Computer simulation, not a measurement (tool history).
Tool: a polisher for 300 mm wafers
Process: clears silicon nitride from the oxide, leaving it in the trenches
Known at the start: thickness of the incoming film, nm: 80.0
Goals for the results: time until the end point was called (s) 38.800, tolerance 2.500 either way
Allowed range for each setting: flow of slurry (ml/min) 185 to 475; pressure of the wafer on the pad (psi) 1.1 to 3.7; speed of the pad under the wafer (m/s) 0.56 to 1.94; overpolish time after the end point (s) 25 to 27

run  hour  flow of slurry (ml/min)  pressure of the wafer on the pad (psi)  speed of the pad under the wafer (m/s)  overpolish time after the end point (s)  time until the end point was called (s)
  1   0.0                      305                                     2.4                                    1.24                                       25                                   78.542
  2   5.1                      305                                     2.4                                    1.24                                       25                                   77.040
  3  14.0                      305                                     2.4                                    1.40                                       25                                   66.427
  4  20.1                      305                                     2.6                                    1.42                                       25                                   64.416
  5  22.9                      305                                     2.8                                    1.50                                       25                                   56.072
  6  31.2                      305                                     3.0                                    1.54                                       25                                   51.360
  7  38.9                      305                                     3.1                                    1.56                                       25                                   46.595
  8  44.4                      305                                     3.2                                    1.56                                       25                                   46.536
  9  48.2                      305                                     3.3                                    1.58                                       25                                   45.375
 10  56.5                      305                                     3.4                                    1.60                                       25                                   42.222
 11  58.8                      305                                     3.5                                    1.62                                       25                                   42.031

Exactly one of the 5 candidate moves below puts every result within its allowed miss. Which one?
  A  61.1                      265                                     3.3                                    1.58                                       27                                        ?
  B  61.1                      215                                     3.5                                    1.78                                       27                                        ?
  C  61.1                      300                                     3.7                                    1.88                                       25                                        ?
  D  61.1                      185                                     3.7                                    1.52                                       27                                        ?
  E  61.1                      325                                     3.7                                    1.94                                       25                                        ?

move  time until the end point was called (s)
   A                                   45.552
   B                                   38.900
   C                                   34.052
   D                                   43.528
   E                                   32.840
A: the biggest miss grows against the last run
B: each result inside its tolerance
C: the result that was furthest off in the last run now lies on the other side of its target
D: the biggest miss grows against the last run
E: the result that was furthest off in the last run now lies on the other side of its target
So the answer is move B, the one that meets all the targets.
